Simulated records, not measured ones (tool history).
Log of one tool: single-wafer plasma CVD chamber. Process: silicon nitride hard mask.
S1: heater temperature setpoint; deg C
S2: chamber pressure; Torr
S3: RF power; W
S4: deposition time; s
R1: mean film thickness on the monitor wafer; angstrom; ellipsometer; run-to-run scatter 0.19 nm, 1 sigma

run  hour   S1    S2   S3    S4      R1
  1     0  415  1.08  375  35.1  415.26
  2   1.2  415  1.15  375  35.1     424
  3   4.4  415  1.15  430  35.1  454.72
  4   9.4  415  1.15  430  33.4  433.91
  5  16.2  415  0.98  430  33.4  412.74
  6    18  410  0.98  430  33.4  414.58
  7  22.4  410  1.05  430  33.4  424.48
  8  25.9  410  1.11  430  33.4   428.1
  9    32  410  1.17  430  33.4  435.59
 10  37.3  410  1.22  430  33.4  443.16
 11  38.6  410  1.25  430  33.4  447.62
 12  44.7  410  1.28  430  33.4  447.83
 13  50.1  410  1.31  430  33.4  454.79
 14  52.5  410  1.33  430  33.4  453.63

The next listed run, before its measurement:
 15  58.9  410  1.35  430  33.4   ?

Run 15 came out at R1 455.38 angstrom.
